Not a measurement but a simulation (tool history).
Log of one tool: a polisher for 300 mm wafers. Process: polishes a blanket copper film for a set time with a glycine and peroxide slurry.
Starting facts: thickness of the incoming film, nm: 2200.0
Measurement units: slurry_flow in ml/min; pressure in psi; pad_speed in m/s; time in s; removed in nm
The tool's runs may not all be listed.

run  hour  slurry_flow  pressure  pad_speed  time  removed
  1     0          170       2.2       1.26    30   186.29
  2   6.4          170       2.3       1.26    30    188.6
  3  11.6          170       2.4       1.26    30   191.81
  4  17.8          170       2.4       1.42    30   210.44
  5  20.6          170       2.5       1.42    30   218.73
  6  23.3          170       2.6       1.42    30   228.48
  7  30.6          170       2.8       1.44    30   235.31

Expected results for the next run?
  8    38          170         3       1.46    30        ?

Run 8 yielded removed 243.8 nm.
